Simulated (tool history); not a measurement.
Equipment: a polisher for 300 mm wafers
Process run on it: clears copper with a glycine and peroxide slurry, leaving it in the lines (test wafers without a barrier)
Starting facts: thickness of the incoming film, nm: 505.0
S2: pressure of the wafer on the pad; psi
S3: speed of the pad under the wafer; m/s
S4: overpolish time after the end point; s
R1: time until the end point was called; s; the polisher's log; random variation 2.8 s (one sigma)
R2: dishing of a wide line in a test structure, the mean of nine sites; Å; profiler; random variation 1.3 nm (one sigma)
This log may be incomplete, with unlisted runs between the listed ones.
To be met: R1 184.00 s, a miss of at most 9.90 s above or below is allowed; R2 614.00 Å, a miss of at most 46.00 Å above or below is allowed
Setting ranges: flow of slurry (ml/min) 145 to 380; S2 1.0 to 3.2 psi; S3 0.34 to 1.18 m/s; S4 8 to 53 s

Run 1, day 0.000: flow of slurry (ml/min) 245, S2 2.1 psi, S3 0.76 m/s, S4 27 s. Result: R1 127.58 s, R2 661.25 Å.
Run 2, day 0.304: flow of slurry (ml/min) 245, S2 2.0 psi, S3 0.74 m/s, S4 28 s. Result: R1 132.14 s, R2 661.16 Å.
Run 3, day 0.625: flow of slurry (ml/min) 200, S2 2.0 psi, S3 0.74 m/s, S4 28 s. Result: R1 136.17 s, R2 665.05 Å.
Run 4, day 0.838: flow of slurry (ml/min) 200, S2 1.9 psi, S3 0.74 m/s, S4 29 s. Result: R1 141.93 s, R2 645.01 Å.
Run 5, day 1.042: flow of slurry (ml/min) 200, S2 1.5 psi, S3 0.74 m/s, S4 29 s. Result: R1 168.18 s, R2 549.63 Å.
Run 6, day 1.392: flow of slurry (ml/min) 200, S2 1.5 psi, S3 0.74 m/s, S4 25 s. Result: R1 165.63 s, R2 489.62 Å.
Run 7, day 1.708: flow of slurry (ml/min) 200, S2 1.5 psi, S3 0.74 m/s, S4 27 s. Result: R1 167.51 s, R2 512.25 Å.
Run 8, day 2.083: flow of slurry (ml/min) 200, S2 1.5 psi, S3 0.74 m/s, S4 28 s. Result: R1 165.17 s, R2 536.91 Å.
Run 9, day 2.367: flow of slurry (ml/min) 200, S2 1.5 psi, S3 0.74 m/s, S4 28 s. Result: R1 165.70 s, R2 546.57 Å.
Run 10, day 2.392: flow of slurry (ml/min) 200, S2 1.5 psi, S3 0.74 m/s, S4 29 s. Result: R1 167.38 s, R2 550.70 Å.
Run 11, day 2.671: flow of slurry (ml/min) 200, S2 1.5 psi, S3 0.74 m/s, S4 30 s. Result: R1 166.32 s, R2 586.89 Å.
Run 12, day 2.712: flow of slurry (ml/min) 200, S2 1.5 psi, S3 0.74 m/s, S4 31 s. Result: R1 168.82 s, R2 561.63 Å.

5 next moves are on the table. One of them brings every result within its allowed miss. Which?
Run A, day 2.754: flow of slurry (ml/min) 280, S2 1.6 psi, S3 0.76 m/s, S4 27 s. Result: R1 ?, R2 ?.
Run B, day 2.754: flow of slurry (ml/min) 205, S2 1.3 psi, S3 1.04 m/s, S4 27 s. Result: R1 ?, R2 ?.
Run C, day 2.754: flow of slurry (ml/min) 145, S2 1.5 psi, S3 0.64 m/s, S4 36 s. Result: R1 ?, R2 ?.
Run D, day 2.754: flow of slurry (ml/min) 180, S2 1.6 psi, S3 0.84 m/s, S4 21 s. Result: R1 ?, R2 ?.
Run E, day 2.754: flow of slurry (ml/min) 260, S2 1.6 psi, S3 0.72 m/s, S4 32 s. Result: R1 ?, R2 ?.

move      R1      R2
   A  155.21  552.02
   B  148.27  556.55
   C  192.25  590.16
   D  150.75  458.13
   E  161.87  612.60
A: moves away from the targets compared with the last run
B: moves away from the targets compared with the last run
C: all results in spec
D: moves away from the targets compared with the last run
E: moves away from the targets compared with the last run
C is the move that brings every result within its allowed miss.
